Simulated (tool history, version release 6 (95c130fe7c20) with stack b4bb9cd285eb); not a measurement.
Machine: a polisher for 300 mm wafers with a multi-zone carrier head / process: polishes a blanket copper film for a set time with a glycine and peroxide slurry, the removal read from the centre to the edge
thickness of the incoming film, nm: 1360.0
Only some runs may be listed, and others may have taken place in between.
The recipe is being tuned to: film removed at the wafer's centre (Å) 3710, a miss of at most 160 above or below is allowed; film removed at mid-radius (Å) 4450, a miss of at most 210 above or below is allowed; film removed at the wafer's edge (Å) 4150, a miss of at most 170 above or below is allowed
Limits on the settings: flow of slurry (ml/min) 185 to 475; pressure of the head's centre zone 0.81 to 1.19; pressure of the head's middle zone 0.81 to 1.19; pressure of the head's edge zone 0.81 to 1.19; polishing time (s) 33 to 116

run,hour,flow of slurry (ml/min),pressure of the head's centre zone,pressure of the head's middle zone,pressure of the head's edge zone,polishing time (s),film removed at the wafer's centre (Å),film removed at mid-radius (Å),film removed at the wafer's edge (Å)
1,0,305,1,1,1,74,5564.7,5508.4,5567.7
2,8.8,305,0.95,1.01,0.97,68,4888,5181,4870.8
3,10.3,305,1.01,1.01,0.97,68,5363.3,4991.5,5009.5
4,18.4,305,1.08,1.01,0.97,68,5590.3,5051.7,4894.5
5,25.7,305,1.08,1.01,0.9,68,5501.7,5151.8,4746.1
6,26.4,305,1.08,1.01,0.9,52,4091.2,3916.6,3633.1
7,27.2,305,1.01,1.04,0.94,53,4100.7,4010.2,3718.3
8,29.9,300,0.95,1.02,0.93,55,4063,4107,3923.5

5 next moves are on the table. One of them brings every result within its allowed miss. Which?
A,32.6,250,0.82,1.07,0.98,52,?,?,?
B,32.6,385,0.89,0.99,0.86,59,?,?,?
C,32.6,265,0.87,0.97,0.84,56,?,?,?
D,32.6,365,0.81,1.06,0.98,57,?,?,?
E,32.6,335,0.87,1.12,0.99,50,?,?,?

move,film removed at the wafer's centre (Å),film removed at mid-radius (Å),film removed at the wafer's edge (Å)
A,3279,4025.3,3748.3
B,4166.8,4472.3,4147.1
C,3726.7,4019.4,3786.2
D,3723.2,4558.8,4238.1
E,3425.7,4158.5,3710.8
A: takes the biggest miss from the last run beyond its target
B: its largest miss is bigger than the last run's
C: corrects the largest miss of the last run, while another result sits out of spec
D: hits every target within its allowed miss
E: takes the biggest miss from the last run beyond its target
So the answer is move D, the one that meets all the targets.
